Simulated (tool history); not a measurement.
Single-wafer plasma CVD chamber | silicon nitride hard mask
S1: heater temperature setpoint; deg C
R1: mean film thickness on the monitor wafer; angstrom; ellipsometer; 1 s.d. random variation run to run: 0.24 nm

{"run": 1, "hour": 0.0, "S1": 415, "chamber pressure (Torr)": 1.41, "RF power (W)": 400, "deposition time (s)": 84.1, "R1": 1176.1}
{"run": 2, "hour": 3.5, "S1": 419, "chamber pressure (Torr)": 1.41, "RF power (W)": 400, "deposition time (s)": 84.1, "R1": 1171.3}
{"run": 3, "hour": 8.1, "S1": 413, "chamber pressure (Torr)": 1.41, "RF power (W)": 400, "deposition time (s)": 84.1, "R1": 1175.5}
{"run": 4, "hour": 9.7, "S1": 422, "chamber pressure (Torr)": 1.41, "RF power (W)": 400, "deposition time (s)": 84.1, "R1": 1173.5}
{"run": 5, "hour": 18.6, "S1": 415, "chamber pressure (Torr)": 1.41, "RF power (W)": 400, "deposition time (s)": 84.1, "R1": 1183.0}
{"run": 6, "hour": 19.6, "S1": 415, "chamber pressure (Torr)": 1.5, "RF power (W)": 400, "deposition time (s)": 84.1, "R1": 1209.8}

Run 7 is up next; what results do you expect?
{"run": 7, "hour": 20.2, "S1": 415, "chamber pressure (Torr)": 1.46, "RF power (W)": 395, "deposition time (s)": 84.1, "R1": "?"}

R1: 1183.3 angstrom
